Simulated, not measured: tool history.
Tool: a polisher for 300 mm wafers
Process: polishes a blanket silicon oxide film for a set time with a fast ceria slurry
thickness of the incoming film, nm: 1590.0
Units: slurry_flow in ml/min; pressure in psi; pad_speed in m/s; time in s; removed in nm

| run | day | slurry_flow | pressure | pad_speed | time | removed |
|---|---|---|---|---|---|---|
| 1 | 0 | 210 | 2.1 | 0.76 | 90 | 867.76 |
| 2 | 0.375 | 210 | 2.1 | 0.76 | 94 | 899.02 |
| 3 | 0.704 | 205 | 1.8 | 0.74 | 94 | 760.94 |
| 4 | 0.792 | 240 | 1.8 | 0.74 | 94 | 768.33 |
| 5 | 1.133 | 240 | 1.8 | 0.74 | 94 | 768.54 |
| 6 | 1.208 | 215 | 1.8 | 0.74 | 94 | 759.26 |
| 7 | 1.471 | 215 | 1.6 | 0.74 | 94 | 677.16 |
| 8 | 1.542 | 210 | 1.4 | 0.74 | 94 | 599.48 |
| 9 | 1.629 | 205 | 1.3 | 0.74 | 94 | 561.33 |
| 10 | 1.854 | 205 | 1.3 | 0.74 | 94 | 555.84 |
| 11 | 2.175 | 195 | 1.3 | 0.74 | 94 | 546.9 |
| 12 | 2.417 | 160 | 1.1 | 0.74 | 94 | 462.43 |
| 13 | 2.65 | 170 | 1.1 | 0.74 | 94 | 465.64 |
| 14 | 2.688 | 180 | 1.1 | 0.74 | 94 | 469.54 |
| 15 | 2.95 | 185 | 1.1 | 0.74 | 94 | 469.85 |

Forecast run 16:
|  | 3.321 | head pressure recalibrated |
| 16 | 3.321 | 190 | 1.1 | 0.74 | 94 | ? |

removed: 516.9 nm
